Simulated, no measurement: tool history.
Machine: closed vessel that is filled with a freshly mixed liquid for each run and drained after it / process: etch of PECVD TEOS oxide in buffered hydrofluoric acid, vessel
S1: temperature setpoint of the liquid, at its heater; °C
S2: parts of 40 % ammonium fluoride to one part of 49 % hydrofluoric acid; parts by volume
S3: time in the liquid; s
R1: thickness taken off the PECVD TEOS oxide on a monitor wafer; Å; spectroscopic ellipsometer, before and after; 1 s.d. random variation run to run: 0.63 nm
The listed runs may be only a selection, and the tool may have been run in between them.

run,hour,S1,S2,S3,R1
1,0.0,21.0,20.0,90,1130.70
2,6.0,20.0,21.5,90,1009.80
3,6.8,19.5,23.0,90,925.58
4,12.5,18.0,23.0,90,839.95
5,15.2,18.0,24.0,90,825.56
6,21.8,18.0,24.0,90,809.07

Run 7 comes next. What will it give?
# hour 25.5: hydrofluoric acid flow meter replaced
7,25.5,18.0,24.5,90,?

{"run 7": {"R1": 748.8}}
